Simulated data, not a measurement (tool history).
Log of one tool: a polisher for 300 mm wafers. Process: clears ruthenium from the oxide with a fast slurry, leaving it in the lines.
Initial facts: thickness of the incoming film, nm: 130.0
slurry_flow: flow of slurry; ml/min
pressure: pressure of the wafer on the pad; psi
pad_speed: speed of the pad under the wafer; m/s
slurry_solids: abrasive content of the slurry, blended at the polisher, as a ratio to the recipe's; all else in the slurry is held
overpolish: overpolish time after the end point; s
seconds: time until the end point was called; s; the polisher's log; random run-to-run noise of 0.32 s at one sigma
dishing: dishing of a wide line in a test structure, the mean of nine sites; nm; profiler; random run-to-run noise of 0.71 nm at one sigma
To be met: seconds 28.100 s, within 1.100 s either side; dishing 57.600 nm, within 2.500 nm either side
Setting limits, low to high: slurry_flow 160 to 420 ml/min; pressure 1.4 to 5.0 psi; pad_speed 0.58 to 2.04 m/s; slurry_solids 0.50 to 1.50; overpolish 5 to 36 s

Run 1, hour 0.0: slurry_flow 270 ml/min, pressure 3.2 psi, pad_speed 1.30 m/s, slurry_solids 1.00, overpolish 18 s. Result: seconds 20.583 s, dishing 82.434 nm.
Run 2, hour 6.3: slurry_flow 270 ml/min, pressure 2.9 psi, pad_speed 1.30 m/s, slurry_solids 1.00, overpolish 17 s. Result: seconds 23.060 s, dishing 72.696 nm.
Run 3, hour 11.6: slurry_flow 270 ml/min, pressure 2.7 psi, pad_speed 1.30 m/s, slurry_solids 1.00, overpolish 16 s. Result: seconds 24.917 s, dishing 63.878 nm.
Run 4, hour 18.8: slurry_flow 245 ml/min, pressure 2.7 psi, pad_speed 1.30 m/s, slurry_solids 1.00, overpolish 16 s. Result: seconds 24.967 s, dishing 64.650 nm.
Run 5, hour 26.7: slurry_flow 245 ml/min, pressure 2.7 psi, pad_speed 1.30 m/s, slurry_solids 1.00, overpolish 10 s. Result: seconds 24.410 s, dishing 42.905 nm.
Run 6, hour 33.1: slurry_flow 245 ml/min, pressure 2.7 psi, pad_speed 1.52 m/s, slurry_solids 1.00, overpolish 10 s. Result: seconds 21.288 s, dishing 48.321 nm.
Run 7, hour 34.9: slurry_flow 245 ml/min, pressure 2.5 psi, pad_speed 1.52 m/s, slurry_solids 1.00, overpolish 12 s. Result: seconds 22.915 s, dishing 53.475 nm.
Run 8, hour 36.6: slurry_flow 245 ml/min, pressure 2.3 psi, pad_speed 1.52 m/s, slurry_solids 1.00, overpolish 13 s. Result: seconds 24.302 s, dishing 53.563 nm.
Run 9, hour 39.1: slurry_flow 240 ml/min, pressure 1.7 psi, pad_speed 1.52 m/s, slurry_solids 1.00, overpolish 18 s. Result: seconds 32.738 s, dishing 55.395 nm.
Run 10, hour 39.8: slurry_flow 265 ml/min, pressure 2.1 psi, pad_speed 1.52 m/s, slurry_solids 1.00, overpolish 16 s. Result: seconds 27.036 s, dishing 60.816 nm.

5 next moves are on the table. One of them brings every result within its allowed miss. Which?
Run A, hour 40.5: slurry_flow 285 ml/min, pressure 2.1 psi, pad_speed 1.68 m/s, slurry_solids 1.00, overpolish 13 s. Result: seconds ?, dishing ?.
Run B, hour 40.5: slurry_flow 250 ml/min, pressure 2.0 psi, pad_speed 1.60 m/s, slurry_solids 0.95, overpolish 16 s. Result: seconds ?, dishing ?.
Run C, hour 40.5: slurry_flow 325 ml/min, pressure 1.7 psi, pad_speed 1.66 m/s, slurry_solids 1.25, overpolish 17 s. Result: seconds ?, dishing ?.
Run D, hour 40.5: slurry_flow 300 ml/min, pressure 1.8 psi, pad_speed 2.04 m/s, slurry_solids 0.70, overpolish 20 s. Result: seconds ?, dishing ?.
Run E, hour 40.5: slurry_flow 390 ml/min, pressure 1.7 psi, pad_speed 1.50 m/s, slurry_solids 1.25, overpolish 18 s. Result: seconds ?, dishing ?.

move  seconds  dishing
   A   24.048   55.509
   B   27.624   58.934
   C   26.192   64.965
   D   29.144   68.092
   E   28.490   63.494
A: puts the biggest miss on target and leaves a different result outside tolerance
B: hits every target within its allowed miss
C: moves away from the targets compared with the last run
D: moves away from the targets compared with the last run
E: moves away from the targets compared with the last run
Move B is the one to make.

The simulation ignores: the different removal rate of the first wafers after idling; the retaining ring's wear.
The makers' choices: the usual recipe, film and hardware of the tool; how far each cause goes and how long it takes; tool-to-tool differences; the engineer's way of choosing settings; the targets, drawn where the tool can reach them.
